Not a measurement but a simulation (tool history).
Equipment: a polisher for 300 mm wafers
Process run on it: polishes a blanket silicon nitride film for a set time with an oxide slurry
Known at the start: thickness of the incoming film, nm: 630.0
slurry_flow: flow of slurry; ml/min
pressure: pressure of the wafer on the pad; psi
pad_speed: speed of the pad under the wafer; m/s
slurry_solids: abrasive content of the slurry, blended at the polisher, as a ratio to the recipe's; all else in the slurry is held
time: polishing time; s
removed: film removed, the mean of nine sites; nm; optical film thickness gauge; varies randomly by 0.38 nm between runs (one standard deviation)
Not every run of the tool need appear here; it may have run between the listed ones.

run	day	slurry_flow	pressure	pad_speed	slurry_solids	time	removed
1	0.000	300	2.5	1.28	1.0	122	56.350
2	0.104	300	2.1	1.26	1.0	122	47.757
3	0.150	300	2.1	1.46	1.0	122	52.078
4	0.221	300	2.1	1.68	1.0	122	57.263
5	0.312	300	2.6	1.68	1.0	122	70.929
6	0.571	330	2.6	1.68	1.0	122	73.183

What does the tool deliver on the next run?
7	0.812	265	1.9	1.48	1.0	122	?

Run 7 measured removed 48.015 nm.
